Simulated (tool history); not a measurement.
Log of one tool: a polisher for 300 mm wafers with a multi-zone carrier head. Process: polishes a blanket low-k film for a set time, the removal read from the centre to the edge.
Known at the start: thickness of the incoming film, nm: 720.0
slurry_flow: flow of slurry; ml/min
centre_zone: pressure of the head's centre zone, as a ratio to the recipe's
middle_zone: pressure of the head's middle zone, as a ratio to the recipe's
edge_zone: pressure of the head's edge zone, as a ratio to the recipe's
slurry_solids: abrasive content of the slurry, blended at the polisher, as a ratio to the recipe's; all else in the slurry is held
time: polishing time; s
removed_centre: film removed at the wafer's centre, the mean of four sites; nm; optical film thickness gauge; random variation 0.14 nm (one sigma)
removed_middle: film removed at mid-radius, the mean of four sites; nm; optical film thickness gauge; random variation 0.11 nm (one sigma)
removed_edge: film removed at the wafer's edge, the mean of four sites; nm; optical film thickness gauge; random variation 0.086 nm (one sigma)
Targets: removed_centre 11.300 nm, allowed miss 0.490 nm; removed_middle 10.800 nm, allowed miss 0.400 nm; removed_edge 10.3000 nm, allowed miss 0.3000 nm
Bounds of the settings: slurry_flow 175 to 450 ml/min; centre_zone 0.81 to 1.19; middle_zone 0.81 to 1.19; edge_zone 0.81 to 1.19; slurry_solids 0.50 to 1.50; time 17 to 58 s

run	day	slurry_flow	centre_zone	middle_zone	edge_zone	slurry_solids	time	removed_centre	removed_middle	removed_edge
1	0.000	290	1.00	1.00	1.00	1.00	37	14.572	13.612	13.8420
2	0.262	290	1.00	1.07	1.00	1.00	37	14.818	14.558	13.9460
3	0.612	290	1.00	1.06	0.98	0.90	37	13.766	13.605	13.1760
4	0.896	290	1.01	1.06	0.95	0.85	37	13.507	13.310	12.7560
5	1.242	290	1.01	1.06	0.87	0.85	37	13.777	13.559	12.1930
6	1.512	290	1.01	1.06	0.87	0.75	37	12.668	12.476	11.3400
7	1.742	285	1.00	1.04	0.86	0.75	37	12.344	12.497	11.1700
8	2.004	280	1.00	1.01	0.86	0.75	37	12.551	12.055	11.1560
9	2.321	280	1.00	1.01	0.86	0.75	37	12.395	12.181	11.4650
10	2.571	280	1.01	1.01	0.86	0.70	37	12.068	11.616	10.9020
11	2.846	275	1.01	1.00	0.85	0.70	37	11.949	11.429	10.9850
12	3.092	275	1.01	1.00	0.84	0.70	37	12.050	11.352	10.7040
13	3.196	265	1.00	1.00	0.84	0.70	37	12.315	11.394	10.9230
14	3.496	270	1.00	0.99	0.84	0.70	37	11.959	11.449	10.9600

Which of these 5 next moves meets every target?
A	3.796	190	1.02	0.85	0.96	0.75	40	?	?	?
B	3.796	300	0.89	1.00	0.97	0.70	36	?	?	?
C	3.796	345	0.90	1.16	0.81	0.75	35	?	?	?
D	3.796	270	0.99	0.98	0.83	0.70	35	?	?	?
E	3.796	325	1.17	1.13	0.81	0.90	30	?	?	?

move	removed_centre	removed_middle	removed_edge
A	13.454	10.856	12.6000
B	10.743	11.326	11.3730
C	11.091	13.095	10.6190
D	11.506	10.719	10.2240
E	13.446	11.908	9.9053
A: further off than the last run
B: further off than the last run
C: further off than the last run
D: meets every target
E: takes the result that was furthest off past its target
The right move is D.
